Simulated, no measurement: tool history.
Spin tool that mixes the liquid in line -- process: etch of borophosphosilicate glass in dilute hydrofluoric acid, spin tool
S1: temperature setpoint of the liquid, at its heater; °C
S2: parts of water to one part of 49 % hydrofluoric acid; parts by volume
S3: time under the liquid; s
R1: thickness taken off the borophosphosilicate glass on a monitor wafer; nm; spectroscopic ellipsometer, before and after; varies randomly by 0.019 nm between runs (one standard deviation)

run  hour    S1   S2  S3      R1
  1   0.0  25.0  190  15  2.2143
  2   2.6  24.5  190  15  2.1922
  3   6.0  24.5  190  15  2.2130
  4  11.6  26.5  190  15  2.3605
  5  20.2  26.0  190  15  2.3506
  6  27.3  26.0  135  15  3.4235
  7  28.0  25.0  140  15  3.2367
  8  34.6  24.0  145  15  2.9689
  9  41.5  23.5  150  15  2.8213

Run 10 is up next; what results do you expect?
 10  42.9  23.0  155  15   ?

{"run 10": {"R1": 2.6098}}
